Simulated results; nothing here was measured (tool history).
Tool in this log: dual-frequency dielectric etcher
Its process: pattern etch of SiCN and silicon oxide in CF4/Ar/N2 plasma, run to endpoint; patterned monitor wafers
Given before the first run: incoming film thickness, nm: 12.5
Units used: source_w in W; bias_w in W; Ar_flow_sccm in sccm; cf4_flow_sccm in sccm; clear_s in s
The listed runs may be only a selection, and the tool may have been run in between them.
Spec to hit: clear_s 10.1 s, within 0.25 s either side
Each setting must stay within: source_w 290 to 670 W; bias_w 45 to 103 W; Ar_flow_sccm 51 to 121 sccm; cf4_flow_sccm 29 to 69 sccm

run  hour  source_w  bias_w  Ar_flow_sccm  cf4_flow_sccm  clear_s
  1     0       480      74            86             49   14.027
  2   6.2       480      74            86             43   14.473
  3    15       480      67            86             43   14.855
  4  19.6       480      57            86             43   15.648
  5  24.2       480      65            86             43    14.79
  6    27       540      68            85             43   13.276
  7    30       580      71            84             44    12.15
  8  31.9       610      73            83             44   11.415
  9  33.7       630      74            82             44   11.286
 10  35.7       670      87            76             49   9.7359
 11  42.3       660      87            76             49   9.8474

5 next moves are on the table. One of them brings every result within its allowed miss. Which?
  A  48.9       660      89            67             53        ?
  B  48.9       670      91            77             48        ?
  C  48.9       630      88            68             60        ?
  D  48.9       650      84            80             50        ?
  E  48.9       660      93            76             51        ?

move  clear_s
   A   9.3451
   B    9.572
   C   9.5669
   D   10.041
   E   9.4882
A: lands further from the targets than the last run did
B: lands further from the targets than the last run did
C: lands further from the targets than the last run did
D: all results land within tolerance of their targets
E: lands further from the targets than the last run did
Go with D: it meets all targets.
